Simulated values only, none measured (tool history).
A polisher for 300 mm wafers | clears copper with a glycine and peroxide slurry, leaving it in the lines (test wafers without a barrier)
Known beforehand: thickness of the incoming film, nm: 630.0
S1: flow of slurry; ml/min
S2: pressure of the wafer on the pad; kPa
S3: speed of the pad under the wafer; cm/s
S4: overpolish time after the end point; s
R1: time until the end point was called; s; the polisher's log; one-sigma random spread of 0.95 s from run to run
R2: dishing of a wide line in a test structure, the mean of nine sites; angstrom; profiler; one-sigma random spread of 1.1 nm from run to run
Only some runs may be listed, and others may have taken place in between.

Run 1, day 0.000: S1 135 ml/min, S2 24.1 kPa, S3 98 cm/s, S4 16 s. Result: R1 78.879 s, R2 618.10 angstrom.
Run 2, day 0.346: S1 135 ml/min, S2 24.1 kPa, S3 98 cm/s, S4 11 s. Result: R1 79.598 s, R2 493.54 angstrom.
Run 3, day 0.600: S1 130 ml/min, S2 22.8 kPa, S3 98 cm/s, S4 12 s. Result: R1 82.149 s, R2 512.57 angstrom.
Run 4, day 0.729: S1 130 ml/min, S2 17.2 kPa, S3 98 cm/s, S4 12 s. Result: R1 103.010 s, R2 440.93 angstrom.
Run 5, day 0.904: S1 130 ml/min, S2 14.5 kPa, S3 98 cm/s, S4 12 s. Result: R1 113.600 s, R2 387.35 angstrom.
Run 6, day 1.075: S1 135 ml/min, S2 15.2 kPa, S3 98 cm/s, S4 13 s. Result: R1 110.450 s, R2 439.44 angstrom.
Run 7, day 1.254: S1 170 ml/min, S2 18.6 kPa, S3 100 cm/s, S4 11 s. Result: R1 89.663 s, R2 461.14 angstrom.

Run 8 comes next. What will it give?
Run 8, day 1.496: S1 165 ml/min, S2 18.6 kPa, S3 100 cm/s, S4 12 s. Result: R1 ?, R2 ?.

Logged for run 8: R1 92.588 s, R2 481.98 angstrom.
